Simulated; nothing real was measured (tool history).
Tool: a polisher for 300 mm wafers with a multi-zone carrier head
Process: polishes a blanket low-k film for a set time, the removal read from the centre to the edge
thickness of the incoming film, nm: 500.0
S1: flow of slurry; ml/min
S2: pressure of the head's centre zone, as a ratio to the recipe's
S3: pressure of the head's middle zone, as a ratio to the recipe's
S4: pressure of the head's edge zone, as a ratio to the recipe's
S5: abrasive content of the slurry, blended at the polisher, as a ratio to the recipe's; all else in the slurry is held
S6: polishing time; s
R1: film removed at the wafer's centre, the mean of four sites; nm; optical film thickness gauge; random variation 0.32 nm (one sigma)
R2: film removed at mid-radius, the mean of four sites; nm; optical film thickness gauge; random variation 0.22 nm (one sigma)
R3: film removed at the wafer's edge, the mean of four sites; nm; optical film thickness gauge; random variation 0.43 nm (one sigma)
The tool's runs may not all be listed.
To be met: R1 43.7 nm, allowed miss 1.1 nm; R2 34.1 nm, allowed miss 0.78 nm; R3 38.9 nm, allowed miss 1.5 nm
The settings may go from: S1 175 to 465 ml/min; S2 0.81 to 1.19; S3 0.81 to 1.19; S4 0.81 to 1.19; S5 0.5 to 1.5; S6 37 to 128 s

run	hour	S1	S2	S3	S4	S5	S6	R1	R2	R3
1	0	295	1	1	1	1	82	23.675	24.076	23.03
2	8.1	295	0.96	1	1	1	82	22.77	23.876	23.429
3	12.9	295	0.96	1	1	0.85	82	20.969	21.963	20.838
4	20.6	295	0.96	1	1	0.85	93	23.386	24.758	23.857
5	27.7	305	0.99	0.99	1.02	0.95	93	25.99	26.308	25.667
# hour 28.7: edge zone pressure recalibrated
6	28.7	310	1.01	0.98	1.04	1.05	93	28.167	27.669	28.185
7	34.3	395	1.11	0.94	1.07	1.3	94	35.522	30.638	33.209
8	38.4	395	1.12	0.94	1.07	1.35	94	36.399	30.953	33.674
9	41.6	400	1.13	0.94	1.08	1.35	95	37.298	31.015	34.473
10	49.4	400	1.14	0.94	1.08	1.35	95	37.627	31.351	33.627
11	51.4	425	1.19	0.9	1.18	1.5	98	42.74	32.942	38.223

Which of these 4 next moves meets every target?
A	53.4	420	1.14	0.87	1.17	1.45	99	?	?	?
B	53.4	395	1.19	0.92	1.15	1.4	104	?	?	?
C	53.4	420	1.16	0.88	1.19	1.5	99	?	?	?
D	53.4	335	1.15	0.96	1.19	1.4	101	?	?	?

move	R1	R2	R3
A	40.24	31.772	37.951
B	43.331	34.312	38.8
C	41.514	32.508	38.807
D	40.169	34.148	38.003
A: further off than the last run
B: meets every target
C: further off than the last run
D: brings the result that was furthest off to its target, and leaves another outside
The right move is B.
